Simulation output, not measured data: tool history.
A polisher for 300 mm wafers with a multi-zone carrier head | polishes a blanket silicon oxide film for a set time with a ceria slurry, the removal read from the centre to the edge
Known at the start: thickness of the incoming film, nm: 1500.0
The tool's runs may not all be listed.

run  hour  flow of slurry (ml/min)  pressure of the head's centre zone  pressure of the head's middle zone  pressure of the head's edge zone  polishing time (s)  film removed at the wafer's centre (Å)  film removed at mid-radius (Å)  film removed at the wafer's edge (Å)
  1     0                      135                                   1                                   1                                 1                  69                                  2163.5                          2211.3                                2166.4
  2   1.2                      150                                1.04                                0.98                              1.06                  71                                  2325.7                          2296.6                                2280.4
  3   7.8                      155                                1.07                                0.94                              1.09                  74                                  2499.9                          2297.7                                2432.6
  4   8.6                      155                                1.07                                0.94                              1.03                  74                                  2512.2                          2306.5                                2375.5
  5   9.7                      155                                1.14                                0.94                              1.03                  74                                  2666.1                          2314.3                                2362.2
  6  10.5                      165                                1.14                                0.93                              1.07                  75                                  2740.4                          2348.4                                2450.9
  7  17.4                      170                                1.14                                0.92                               1.1                  76                                  2807.2                          2359.2                                2570.9

The next listed run, before its measurement:
  8  23.9                      175                                1.14                                0.92                              1.11                  76                                       ?                               ?                                     ?

{"run 8": {"film removed at the wafer's centre (Å)": 2773.9, "film removed at mid-radius (Å)": 2374.3, "film removed at the wafer's edge (Å)": 2590}}
